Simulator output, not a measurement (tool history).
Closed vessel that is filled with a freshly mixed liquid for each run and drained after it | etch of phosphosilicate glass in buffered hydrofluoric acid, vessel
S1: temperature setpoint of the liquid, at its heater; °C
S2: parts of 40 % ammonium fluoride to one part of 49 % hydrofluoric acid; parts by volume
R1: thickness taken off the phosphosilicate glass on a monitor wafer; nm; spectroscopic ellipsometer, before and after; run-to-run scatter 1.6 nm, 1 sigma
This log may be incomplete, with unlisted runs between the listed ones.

run 1 day=0 | S1=24 S2=14 time_in_the_liquid_(s)=85 | R1=190.85
run 2 day=0.204 | S1=24 S2=11.5 time_in_the_liquid_(s)=85 | R1=231.01
run 3 day=0.542 | S1=24.5 S2=11.5 time_in_the_liquid_(s)=85 | R1=237.63
run 4 day=0.912 | S1=24.5 S2=9 time_in_the_liquid_(s)=85 | R1=290.94
run 5 day=0.958 | S1=24.5 S2=9 time_in_the_liquid_(s)=85 | R1=291.77
run 6 day=1.175 | S1=24.5 S2=5.5 time_in_the_liquid_(s)=85 | R1=469.01
run 7 day=1.45 | S1=20.5 S2=6.5 time_in_the_liquid_(s)=85 | R1=326.95
run 8 day=1.575 | S1=20 S2=6.5 time_in_the_liquid_(s)=85 | R1=314.44
run 9 day=1.779 | S1=19.5 S2=6.5 time_in_the_liquid_(s)=85 | R1=308.37

Run 10 comes next. What will it give?
run 10 day=2.138 | S1=19 S2=6.5 time_in_the_liquid_(s)=85 | R1=?

Run 10 came out at R1 297.58 nm.

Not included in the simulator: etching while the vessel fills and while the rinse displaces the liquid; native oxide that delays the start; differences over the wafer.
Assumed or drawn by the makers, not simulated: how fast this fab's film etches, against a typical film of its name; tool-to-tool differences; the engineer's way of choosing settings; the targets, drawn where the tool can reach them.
